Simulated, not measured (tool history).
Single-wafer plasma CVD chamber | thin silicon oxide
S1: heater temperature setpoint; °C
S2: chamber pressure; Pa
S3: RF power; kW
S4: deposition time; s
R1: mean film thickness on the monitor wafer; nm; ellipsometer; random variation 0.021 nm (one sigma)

run	day	S1	S2	S3	S4	R1
1	0.000	385	117.9	0.305	4.93	9.5455
2	0.196	385	117.9	0.305	5.08	9.8504
3	0.450	376	117.9	0.305	5.08	9.9012
4	0.600	387	117.9	0.305	5.08	9.8322
5	0.742	387	117.9	0.285	5.08	9.5213
6	0.800	387	138.9	0.285	5.08	10.5240
7	1.108	387	138.9	0.285	5.08	10.5250
8	1.371	387	132.1	0.285	5.08	10.2540
9	1.612	387	126.5	0.285	5.08	9.9532
10	1.908	387	121.9	0.285	5.08	9.7269
11	2.271	387	118.1	0.285	5.08	9.5552
12	2.588	387	115.1	0.285	5.08	9.4225
13	2.742	387	115.1	0.285	5.08	9.3653
14	3.108	387	112.8	0.285	5.08	9.2866
15	3.388	387	110.8	0.285	5.08	9.1625

Predict the results of run 16:
16	3.738	387	109.3	0.285	5.08	?

R1: 9.0892 nm
